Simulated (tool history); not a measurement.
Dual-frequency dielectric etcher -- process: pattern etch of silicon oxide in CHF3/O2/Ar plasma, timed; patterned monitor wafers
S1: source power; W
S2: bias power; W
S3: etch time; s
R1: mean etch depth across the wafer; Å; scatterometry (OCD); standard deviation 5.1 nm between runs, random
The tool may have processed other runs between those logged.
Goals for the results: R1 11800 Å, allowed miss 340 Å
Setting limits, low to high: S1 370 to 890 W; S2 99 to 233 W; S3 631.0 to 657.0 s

| run | day | S1 | S2 | S3 | R1 |
|---|---|---|---|---|---|
| 1 | 0.000 | 630 | 166 | 631.0 | 13270 |
| 2 | 0.071 | 610 | 163 | 631.0 | 13021 |
| 3 | 0.250 | 590 | 161 | 631.0 | 12767 |
| 4 | 0.467 | 570 | 160 | 631.0 | 12632 |
| 5 | 0.812 | 570 | 171 | 631.0 | 12842 |
| 6 | 1.029 | 570 | 171 | 631.0 | 12771 |
| 7 | 1.083 | 550 | 169 | 631.0 | 12536 |
| 8 | 1.388 | 540 | 168 | 631.0 | 12433 |
| 9 | 1.650 | 460 | 160 | 631.0 | 11281 |
| 10 | 1.804 | 470 | 160 | 631.0 | 11438 |

Next run, 4 choices. One meets every target within its allowed miss, the rest don't. Which?
| A | 1.958 | 370 | 177 | 631.0 | ? |
| B | 1.958 | 540 | 99 | 648.5 | ? |
| C | 1.958 | 380 | 168 | 657.0 | ? |
| D | 1.958 | 470 | 149 | 657.0 | ? |

| move | R1 |
|---|---|
| A | 10403 |
| B | 11163 |
| C | 10823 |
| D | 11701 |
A: lands further from the targets than the last run did
B: lands further from the targets than the last run did
C: lands further from the targets than the last run did
D: each result inside its tolerance
D meets every target.
